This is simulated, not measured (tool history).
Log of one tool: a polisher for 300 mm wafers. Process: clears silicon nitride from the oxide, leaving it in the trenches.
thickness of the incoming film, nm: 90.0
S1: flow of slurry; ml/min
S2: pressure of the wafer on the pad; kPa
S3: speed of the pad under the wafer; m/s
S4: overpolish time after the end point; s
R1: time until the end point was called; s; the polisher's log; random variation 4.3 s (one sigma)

{"run": 1, "hour": 0.0, "S1": 195, "S2": 11.7, "S3": 1.28, "S4": 9, "R1": 156.24}
{"run": 2, "hour": 4.7, "S1": 195, "S2": 11.7, "S3": 1.54, "S4": 9, "R1": 129.0}
{"run": 3, "hour": 12.8, "S1": 190, "S2": 9.7, "S3": 1.42, "S4": 9, "R1": 169.32}
{"run": 4, "hour": 17.9, "S1": 190, "S2": 8.3, "S3": 1.34, "S4": 9, "R1": 204.3}
{"run": 5, "hour": 19.5, "S1": 190, "S2": 7.6, "S3": 1.3, "S4": 9, "R1": 228.69}
{"run": 6, "hour": 21.3, "S1": 190, "S2": 7.6, "S3": 1.6, "S4": 9, "R1": 184.5}
{"run": 7, "hour": 26.6, "S1": 185, "S2": 6.9, "S3": 1.48, "S4": 9, "R1": 216.94}

The next listed run, before its measurement:
{"run": 8, "hour": 28.0, "S1": 180, "S2": 6.2, "S3": 1.42, "S4": 9, "R1": "?"}

Run 8 gave R1 246.29 s.
